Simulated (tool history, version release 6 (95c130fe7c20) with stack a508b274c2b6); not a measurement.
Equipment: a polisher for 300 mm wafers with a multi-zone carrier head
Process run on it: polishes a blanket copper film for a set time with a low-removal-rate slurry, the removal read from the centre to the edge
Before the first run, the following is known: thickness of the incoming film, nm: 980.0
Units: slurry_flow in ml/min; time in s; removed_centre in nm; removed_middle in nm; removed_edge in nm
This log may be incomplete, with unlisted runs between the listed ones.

run	hour	slurry_flow	centre_zone	middle_zone	edge_zone	slurry_solids	time	removed_centre	removed_middle	removed_edge
1	0.0	300	1.00	1.00	1.00	1.00	61	163.12	158.76	161.10
2	4.4	300	0.99	0.99	0.98	0.90	58	149.72	147.08	150.42
3	13.3	300	0.99	0.98	0.96	0.85	55	142.03	133.03	138.43
4	19.2	300	0.98	0.98	0.94	0.80	54	137.69	129.60	134.47
5	23.5	300	0.98	1.02	0.94	0.80	54	136.02	137.65	133.28
6	27.4	300	0.97	1.01	0.93	0.75	53	133.28	131.07	130.10
7	30.0	300	0.96	1.00	0.92	0.70	52	128.96	132.71	126.18
8	36.4	295	0.95	0.98	0.91	0.65	50	119.23	121.00	118.88
9	45.0	290	0.95	0.96	0.90	0.60	50	119.75	115.87	118.43
10	49.7	290	0.94	0.95	0.89	0.60	49	116.28	114.20	113.89
11	51.2	285	0.93	0.94	0.88	0.60	49	111.98	114.10	113.74
12	54.5	280	0.93	0.93	0.87	0.60	49	112.93	110.79	113.77
13	55.4	280	0.93	0.93	0.86	0.60	49	113.55	111.25	113.25

Expected results for the next run?
14	59.7	280	0.93	0.92	0.86	0.60	49	?	?	?

{"run 14": {"removed_centre": 112.28, "removed_middle": 110.12, "removed_edge": 112.04}}
